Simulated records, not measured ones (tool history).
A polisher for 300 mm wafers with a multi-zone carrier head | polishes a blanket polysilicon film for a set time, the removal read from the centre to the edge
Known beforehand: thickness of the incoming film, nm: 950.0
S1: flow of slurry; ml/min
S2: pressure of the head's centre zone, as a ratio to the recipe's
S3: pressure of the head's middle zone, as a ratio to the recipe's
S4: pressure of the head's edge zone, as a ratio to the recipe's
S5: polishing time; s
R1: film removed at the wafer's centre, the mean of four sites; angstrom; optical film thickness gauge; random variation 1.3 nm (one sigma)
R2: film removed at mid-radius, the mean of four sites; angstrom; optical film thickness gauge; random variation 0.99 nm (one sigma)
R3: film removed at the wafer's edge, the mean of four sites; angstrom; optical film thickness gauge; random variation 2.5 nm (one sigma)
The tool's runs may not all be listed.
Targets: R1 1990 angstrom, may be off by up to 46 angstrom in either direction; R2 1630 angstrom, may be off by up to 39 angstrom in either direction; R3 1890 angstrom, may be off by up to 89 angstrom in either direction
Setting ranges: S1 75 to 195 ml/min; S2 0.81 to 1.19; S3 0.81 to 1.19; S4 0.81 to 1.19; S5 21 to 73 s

run,hour,S1,S2,S3,S4,S5,R1,R2,R3
1,0,125,1,1,1,47,3034.9,3055.7,3017
2,3.6,125,1,0.92,1,47,3042.2,2872.6,3063.8
3,4.4,125,1.08,0.92,1,47,3220.1,2897,3156.6
4,8.2,115,1.09,0.89,0.96,41,2789.3,2411.4,2601.4
5,16.3,105,1.09,0.87,0.96,38,2547.8,2155.1,2349.7
6,17.1,95,1.08,0.85,0.97,36,2300.4,1967.5,2200.1
7,22.3,90,1.09,0.84,0.97,34,2160.3,1804.8,2023.2
8,26.7,85,1.09,0.83,0.97,34,2113.8,1768.3,2062.4
9,29.5,85,1.09,0.82,0.96,33,2046.9,1702.1,1971.7
10,35.7,85,1.09,0.82,0.95,33,2047.6,1671.3,1965
11,38.2,85,1.09,0.82,0.94,33,2050.4,1700.5,1969.4
12,42.8,85,1.09,0.82,0.93,33,2071.4,1702.6,1922.2
13,51.4,75,1.09,0.81,0.95,32,1891,1546.4,1841.3

5 next moves are on the table. One of them brings every result within its allowed miss. Which?
A,60,95,1.11,0.84,1.01,30,?,?,?
B,60,135,1.02,0.9,1,26,?,?,?
C,60,75,1.06,0.85,0.91,32,?,?,?
D,60,75,1.18,0.81,0.97,31,?,?,?
E,60,80,1.05,0.82,0.93,32,?,?,?

move,R1,R2,R3
A,1980.3,1632.7,1864.8
B,1745.4,1619,1703.9
C,1858.2,1633.6,1804.8
D,1992.4,1528.1,1802.3
E,1887.7,1626.6,1849
A: every result lands within tolerance
B: lands further from the targets than the last run did
C: lands further from the targets than the last run did
D: meets the target for the result that was furthest off, but another lies outside its allowed miss
E: roughly where the last run was
Go with A: it meets all targets.
